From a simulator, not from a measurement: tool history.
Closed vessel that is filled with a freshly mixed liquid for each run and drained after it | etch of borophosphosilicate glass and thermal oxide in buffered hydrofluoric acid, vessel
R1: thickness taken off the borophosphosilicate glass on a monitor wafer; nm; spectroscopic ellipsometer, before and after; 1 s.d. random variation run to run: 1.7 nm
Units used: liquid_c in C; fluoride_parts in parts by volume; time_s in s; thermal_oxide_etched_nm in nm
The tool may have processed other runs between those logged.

run 1 day=0.000 | liquid_c=21.0 fluoride_parts=11.5 time_s=60 | R1=108.700 thermal_oxide_etched_nm=53.564
run 2 day=0.162 | liquid_c=19.0 fluoride_parts=11.5 time_s=60 | R1=96.312 thermal_oxide_etched_nm=48.360
run 3 day=0.512 | liquid_c=19.0 fluoride_parts=11.5 time_s=80 | R1=130.450 thermal_oxide_etched_nm=64.580
run 4 day=0.600 | liquid_c=20.5 fluoride_parts=11.0 time_s=80 | R1=147.310 thermal_oxide_etched_nm=73.316
run 5 day=0.867 | liquid_c=20.5 fluoride_parts=9.5 time_s=80 | R1=166.120 thermal_oxide_etched_nm=82.367
run 6 day=1.212 | liquid_c=21.5 fluoride_parts=9.0 time_s=80 | R1=181.400 thermal_oxide_etched_nm=90.944
run 7 day=1.512 | liquid_c=22.5 fluoride_parts=8.5 time_s=80 | R1=205.890 thermal_oxide_etched_nm=102.930
run 8 day=1.671 | liquid_c=23.5 fluoride_parts=8.5 time_s=80 | R1=219.170 thermal_oxide_etched_nm=108.650
run 9 day=2.004 | liquid_c=24.5 fluoride_parts=8.5 time_s=80 | R1=231.050 thermal_oxide_etched_nm=113.650
run 10 day=2.121 | liquid_c=24.5 fluoride_parts=8.5 time_s=80 | R1=228.140 thermal_oxide_etched_nm=114.560
run 11 day=2.242 | liquid_c=25.0 fluoride_parts=8.5 time_s=80 | R1=235.230 thermal_oxide_etched_nm=119.100
run 12 day=2.612 | liquid_c=25.0 fluoride_parts=8.5 time_s=80 | R1=236.850 thermal_oxide_etched_nm=119.110
run 13 day=2.829 | liquid_c=25.5 fluoride_parts=8.5 time_s=80 | R1=240.210 thermal_oxide_etched_nm=121.780

Run 14 has not been measured yet. What should we expect?
run 14 day=2.883 | liquid_c=29.0 fluoride_parts=6.5 time_s=80 | R1=? thermal_oxide_etched_nm=?

R1: 382.780 nm
thermal_oxide_etched_nm: 189.800 nm

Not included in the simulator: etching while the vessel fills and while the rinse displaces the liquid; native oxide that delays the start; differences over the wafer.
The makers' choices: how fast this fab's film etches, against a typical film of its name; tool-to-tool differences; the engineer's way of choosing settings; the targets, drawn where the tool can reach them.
